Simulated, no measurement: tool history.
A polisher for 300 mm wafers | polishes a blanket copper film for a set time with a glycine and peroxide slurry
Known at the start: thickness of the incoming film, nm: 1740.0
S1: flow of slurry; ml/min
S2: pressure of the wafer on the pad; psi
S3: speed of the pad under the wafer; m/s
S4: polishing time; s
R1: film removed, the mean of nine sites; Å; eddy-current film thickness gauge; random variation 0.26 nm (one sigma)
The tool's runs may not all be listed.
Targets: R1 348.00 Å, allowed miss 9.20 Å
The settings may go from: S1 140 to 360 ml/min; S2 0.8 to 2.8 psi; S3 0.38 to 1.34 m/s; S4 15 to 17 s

run	hour	S1	S2	S3	S4	R1
1	0.0	230	1.8	0.86	17	614.44
2	1.5	225	1.5	0.82	17	521.25
3	2.3	220	1.3	0.78	17	458.48
4	3.5	215	1.2	0.76	17	426.81
5	10.5	215	1.5	0.76	17	495.90
6	16.1	215	1.2	0.76	17	430.62
7	24.5	215	1.1	0.76	17	412.39
8	25.9	210	1.0	0.74	17	378.41
9	28.5	205	1.0	0.74	17	378.91
10	32.3	195	1.0	0.74	17	385.36
11	35.0	195	0.9	0.74	17	360.44
12	41.8	190	0.9	0.74	17	359.14
13	46.0	180	0.8	0.74	17	332.81
14	54.3	185	0.8	0.74	17	334.17
15	59.1	190	0.8	0.74	17	338.68
16	64.1	195	0.8	0.74	17	335.64
17	72.1	195	0.9	0.74	17	357.33
18	77.6	185	0.8	0.74	17	330.23

5 next moves are on the table. One of them brings every result within its allowed miss. Which?
A	83.1	140	0.8	0.94	15	?
B	83.1	165	0.8	0.66	16	?
C	83.1	200	0.8	0.66	16	?
D	83.1	160	0.8	0.74	17	?
E	83.1	195	1.1	0.72	15	?

move	R1
A	327.19
B	296.02
C	301.77
D	331.42
E	348.71
A: further off than the last run
B: further off than the last run
C: further off than the last run
D: nearer than the last run, and not there yet
E: meets every target
Move E is the one to make.
